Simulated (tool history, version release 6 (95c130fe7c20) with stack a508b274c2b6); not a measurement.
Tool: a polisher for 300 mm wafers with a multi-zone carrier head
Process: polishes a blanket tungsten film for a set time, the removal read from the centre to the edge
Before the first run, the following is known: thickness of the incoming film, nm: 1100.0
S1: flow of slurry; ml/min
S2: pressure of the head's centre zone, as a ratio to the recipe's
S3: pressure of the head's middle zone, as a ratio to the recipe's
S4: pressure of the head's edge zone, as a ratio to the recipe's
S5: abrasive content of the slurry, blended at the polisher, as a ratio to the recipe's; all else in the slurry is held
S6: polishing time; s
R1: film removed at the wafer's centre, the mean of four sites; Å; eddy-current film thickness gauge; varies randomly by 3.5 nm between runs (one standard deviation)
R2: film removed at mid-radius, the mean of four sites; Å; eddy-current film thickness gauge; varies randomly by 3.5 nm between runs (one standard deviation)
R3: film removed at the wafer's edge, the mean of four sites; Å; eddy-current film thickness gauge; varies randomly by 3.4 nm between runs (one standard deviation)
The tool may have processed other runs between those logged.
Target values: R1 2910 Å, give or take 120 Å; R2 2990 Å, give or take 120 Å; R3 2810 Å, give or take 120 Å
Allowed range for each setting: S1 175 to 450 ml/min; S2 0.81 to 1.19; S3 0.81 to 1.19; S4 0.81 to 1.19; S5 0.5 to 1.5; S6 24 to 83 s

run 1 hour=0 | S1=290 S2=1 S3=1 S4=1 S5=1 S6=53 | R1=2946.8 R2=3475.5 R3=3376.3
run 2 hour=7.2 | S1=290 S2=1 S3=1 S4=1 S5=0.9 S6=53 | R1=2901.9 R2=3245.8 R3=3267.7
run 3 hour=14.5 | S1=290 S2=1 S3=1 S4=1 S5=0.9 S6=63 | R1=3396.5 R2=3868.4 R3=3915.6
run 4 hour=20.6 | S1=255 S2=1 S3=1 S4=1 S5=0.9 S6=63 | R1=3462.6 R2=3872 R3=3739
run 5 hour=25.1 | S1=255 S2=1 S3=0.92 S4=1 S5=0.9 S6=63 | R1=3373.2 R2=3524.7 R3=3903.5
run 6 hour=25.6 | S1=250 S2=1 S3=0.93 S4=0.99 S5=0.85 S6=63 | R1=3322 R2=3480 R3=3748.1
-- hour=27.9 centre zone pressure recalibrated
run 7 hour=27.9 | S1=235 S2=1.02 S3=0.95 S4=0.89 S5=0.6 S6=60 | R1=3136.7 R2=2953.1 R3=2934.6
run 8 hour=35.5 | S1=235 S2=1.01 S3=0.95 S4=0.89 S5=0.6 S6=60 | R1=3096.7 R2=2961.4 R3=3011.8
run 9 hour=40.5 | S1=235 S2=1.01 S3=0.96 S4=0.89 S5=0.6 S6=60 | R1=3149.4 R2=3003.2 R3=2984.1
run 10 hour=46 | S1=235 S2=1 S3=0.96 S4=0.89 S5=0.6 S6=60 | R1=3062.9 R2=3074.5 R3=2957.6
run 11 hour=54.1 | S1=225 S2=0.98 S3=0.95 S4=0.87 S5=0.55 S6=60 | R1=2858.4 R2=2867.7 R3=2754.8

Next run, 4 choices. One meets every target within its allowed miss, the rest don't. Which?
run A hour=62.2 | S1=190 S2=1 S3=1.02 S4=0.88 S5=0.55 S6=61 | R1=? R2=? R3=?
run B hour=62.2 | S1=200 S2=0.94 S3=0.89 S4=0.95 S5=0.6 S6=57 | R1=? R2=? R3=?
run C hour=62.2 | S1=180 S2=1.03 S3=0.96 S4=0.81 S5=0.65 S6=58 | R1=? R2=? R3=?
run D hour=62.2 | S1=185 S2=1.01 S3=0.95 S4=0.95 S5=0.5 S6=62 | R1=? R2=? R3=?

move=A R1=2935.9 R2=2971.8 R3=2784.6
move=B R1=2698 R2=2594 R3=2822.3
move=C R1=3068.3 R2=2867.9 R3=2733.2
move=D R1=2863 R2=2704.4 R3=2792.8
A: all results in spec
B: further off than the last run
C: further off than the last run
D: further off than the last run
Move A is the one to make.
